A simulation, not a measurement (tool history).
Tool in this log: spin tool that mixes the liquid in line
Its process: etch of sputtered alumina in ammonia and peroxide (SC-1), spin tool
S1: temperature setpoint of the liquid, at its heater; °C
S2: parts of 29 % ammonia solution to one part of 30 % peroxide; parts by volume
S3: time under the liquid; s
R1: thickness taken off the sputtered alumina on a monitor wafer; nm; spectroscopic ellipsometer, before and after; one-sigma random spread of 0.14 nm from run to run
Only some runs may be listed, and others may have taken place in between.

run 1 day=0 | S1=57 S2=0.8 S3=145 | R1=10.119
run 2 day=0.075 | S1=54 S2=0.8 S3=145 | R1=8.6957
run 3 day=0.217 | S1=54 S2=0.8 S3=145 | R1=8.6742
run 4 day=0.321 | S1=47.5 S2=0.8 S3=145 | R1=5.9639
run 5 day=0.421 | S1=41 S2=0.8 S3=145 | R1=4.1367
-- day=0.567 ammonia flow meter replaced
run 6 day=0.567 | S1=41 S2=0.8 S3=145 | R1=4.1358
run 7 day=0.712 | S1=47 S2=0.8 S3=145 | R1=5.8904
run 8 day=0.946 | S1=47 S2=0.8 S3=145 | R1=5.8384
run 9 day=0.971 | S1=51.5 S2=0.8 S3=145 | R1=7.4973

What does the tool deliver on the next run?
run 10 day=1.325 | S1=55 S2=0.8 S3=145 | R1=?

{"run 10": {"R1": 8.9773}}

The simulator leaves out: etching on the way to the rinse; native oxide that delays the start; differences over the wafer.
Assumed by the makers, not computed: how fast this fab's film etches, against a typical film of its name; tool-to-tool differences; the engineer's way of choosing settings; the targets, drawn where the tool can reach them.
